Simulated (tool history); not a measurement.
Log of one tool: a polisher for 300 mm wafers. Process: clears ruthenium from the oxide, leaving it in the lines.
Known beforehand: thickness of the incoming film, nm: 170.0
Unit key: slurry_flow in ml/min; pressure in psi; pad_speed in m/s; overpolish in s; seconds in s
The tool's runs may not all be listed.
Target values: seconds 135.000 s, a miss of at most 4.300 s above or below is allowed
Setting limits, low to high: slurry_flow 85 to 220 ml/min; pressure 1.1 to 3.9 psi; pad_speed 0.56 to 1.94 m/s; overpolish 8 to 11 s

run	hour	slurry_flow	pressure	pad_speed	overpolish	seconds
1	0.0	140	2.5	1.24	11	107.250
2	3.0	140	2.5	1.06	11	115.390
3	6.9	140	3.0	1.06	11	98.684
4	7.8	135	2.8	1.06	11	105.030
5	13.0	135	2.6	1.06	11	113.380
6	15.9	130	2.5	1.06	11	117.870
7	17.9	130	2.4	1.06	11	121.350
8	25.0	130	2.3	1.06	11	127.540

Below are 5 possible settings for the next run. Only one of them brings all results inside the allowed miss of their targets. Which is it?
A	32.1	125	2.7	0.86	8	?
B	32.1	155	1.9	1.28	11	?
C	32.1	125	2.6	0.88	8	?
D	32.1	105	2.4	1.26	8	?
E	32.1	150	2.2	1.16	11	?

move	seconds
A	122.510
B	132.920
C	125.590
D	114.750
E	123.000
A: misses by more than the last run did
B: every result lands within tolerance
C: misses by more than the last run did
D: misses by more than the last run did
E: misses by more than the last run did
Go with B: it meets all targets.
